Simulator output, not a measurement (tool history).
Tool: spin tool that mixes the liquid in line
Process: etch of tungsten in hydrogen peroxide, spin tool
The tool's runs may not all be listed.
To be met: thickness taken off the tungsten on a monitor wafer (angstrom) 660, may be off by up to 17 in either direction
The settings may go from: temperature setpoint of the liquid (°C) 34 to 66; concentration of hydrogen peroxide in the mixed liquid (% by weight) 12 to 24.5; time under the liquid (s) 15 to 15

| run | hour | temperature setpoint of the liquid (°C) | concentration of hydrogen peroxide in the mixed liquid (% by weight) | time under the liquid (s) | thickness taken off the tungsten on a monitor wafer (angstrom) |
|---|---|---|---|---|---|
| 1 | 0 | 50 | 16.5 | 15 | 402.53 |
| 2 | 4.7 | 51.5 | 16.5 | 15 | 442.87 |
| 3 | 5.7 | 51.5 | 16.5 | 15 | 442.6 |
| 4 | 9.4 | 51.5 | 16.5 | 15 | 436.16 |
| 5 | 12.5 | 52.5 | 16.5 | 15 | 462.97 |
| 6 | 18.1 | 53.5 | 16.5 | 15 | 498.59 |
| 7 | 26.5 | 54 | 16.5 | 15 | 512.09 |
| 8 | 33.7 | 54.5 | 16.5 | 15 | 529.66 |
| 9 | 39.6 | 55 | 16.5 | 15 | 542.95 |
| 10 | 48.1 | 55.5 | 16.5 | 15 | 556.83 |
| 11 | 54.9 | 56 | 16.5 | 15 | 575.15 |
| 12 | 58 | 56.5 | 16.5 | 15 | 590.49 |
| 13 | 62.2 | 57 | 16.5 | 15 | 615.18 |
| 14 | 71 | 57.5 | 16.5 | 15 | 631.15 |

Which single option among these 4 for the next run brings every result within its allowed miss of target? Just one does.
| A | 79.8 | 56 | 17.5 | 15 | ? |
| B | 79.8 | 57.5 | 18.5 | 15 | ? |
| C | 79.8 | 58 | 15 | 15 | ? |
| D | 79.8 | 57 | 16 | 15 | ? |

| move | thickness taken off the tungsten on a monitor wafer (angstrom) |
|---|---|
| A | 590.66 |
| B | 663.14 |
| C | 614.78 |
| D | 598.93 |
A: misses by more than the last run did
B: all results in spec
C: misses by more than the last run did
D: misses by more than the last run did
Correct choice: B, which meets every target
